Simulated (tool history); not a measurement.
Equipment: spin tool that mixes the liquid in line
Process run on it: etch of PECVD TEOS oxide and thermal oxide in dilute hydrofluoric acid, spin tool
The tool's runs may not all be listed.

run	day	temperature setpoint of the liquid (K)	parts of water to one part of 49 % hydrofluoric acid (parts by volume)	time under the liquid (s)	thickness taken off the PECVD TEOS oxide on a monitor wafer (angstrom)	thickness taken off the thermal oxide on a monitor wafer (angstrom)
1	0.000	295.15	45	30	208.73	27.021
2	0.300	296.15	45	30	216.62	28.290
3	0.525	297.15	45	30	226.82	29.072
4	0.558	294.15	45	30	200.12	25.825
5	0.604	294.15	60	30	146.93	19.667
6	0.862	294.15	60	35	172.51	22.795
7	1.192	294.15	60	35	170.69	22.191
8	1.371	295.65	55	35	199.64	26.230
9	1.525	299.65	40	35	332.56	42.948

Forecast run 10:
10	1.742	300.15	40	35	?	?

For run 10 the tool returned thickness taken off the PECVD TEOS oxide on a monitor wafer (angstrom) 338.49, thickness taken off the thermal oxide on a monitor wafer (angstrom) 44.524.
